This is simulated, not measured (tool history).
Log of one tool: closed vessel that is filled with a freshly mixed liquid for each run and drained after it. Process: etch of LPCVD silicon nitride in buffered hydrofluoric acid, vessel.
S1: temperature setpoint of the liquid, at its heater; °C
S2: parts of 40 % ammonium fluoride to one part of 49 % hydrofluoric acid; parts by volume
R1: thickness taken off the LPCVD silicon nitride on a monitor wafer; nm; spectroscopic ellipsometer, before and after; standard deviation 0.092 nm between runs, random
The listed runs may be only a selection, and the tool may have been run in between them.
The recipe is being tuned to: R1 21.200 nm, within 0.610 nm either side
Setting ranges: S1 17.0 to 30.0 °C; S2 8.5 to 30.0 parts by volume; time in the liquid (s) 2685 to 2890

{"run": 1, "hour": 0.0, "S1": 22.0, "S2": 23.0, "time in the liquid (s)": 2685, "R1": 17.457}
{"run": 2, "hour": 1.8, "S1": 18.5, "S2": 23.0, "time in the liquid (s)": 2685, "R1": 14.303}
{"run": 3, "hour": 6.8, "S1": 20.5, "S2": 23.0, "time in the liquid (s)": 2685, "R1": 15.92}
{"run": 4, "hour": 15.4, "S1": 22.0, "S2": 23.0, "time in the liquid (s)": 2685, "R1": 17.446}
{"run": 5, "hour": 23.0, "S1": 23.0, "S2": 23.0, "time in the liquid (s)": 2685, "R1": 18.267}
{"run": 6, "hour": 27.5, "S1": 24.0, "S2": 23.0, "time in the liquid (s)": 2685, "R1": 19.265}
{"run": 7, "hour": 32.2, "S1": 24.5, "S2": 23.0, "time in the liquid (s)": 2685, "R1": 19.874}
{"run": 8, "hour": 34.5, "S1": 25.0, "S2": 23.0, "time in the liquid (s)": 2685, "R1": 20.521}

Below are 5 possible settings for the next run. Only one of them brings all results inside the allowed miss of their targets. Which is it?
{"run": "A", "hour": 36.8, "S1": 25.0, "S2": 21.5, "time in the liquid (s)": 2685, "R1": "?"}
{"run": "B", "hour": 36.8, "S1": 20.5, "S2": 16.5, "time in the liquid (s)": 2810, "R1": "?"}
{"run": "C", "hour": 36.8, "S1": 24.5, "S2": 21.5, "time in the liquid (s)": 2885, "R1": "?"}
{"run": "D", "hour": 36.8, "S1": 27.0, "S2": 23.0, "time in the liquid (s)": 2725, "R1": "?"}
{"run": "E", "hour": 36.8, "S1": 25.0, "S2": 26.0, "time in the liquid (s)": 2775, "R1": "?"}

move=A R1=21.579
move=B R1=22.387
move=C R1=22.562
move=D R1=23.300
move=E R1=19.570
A: every result within its allowed miss
B: carries the result that was furthest off beyond its target, to the other side
C: carries the result that was furthest off beyond its target, to the other side
D: carries the result that was furthest off beyond its target, to the other side
E: its largest miss is bigger than the last run's
Move A is the one to make.
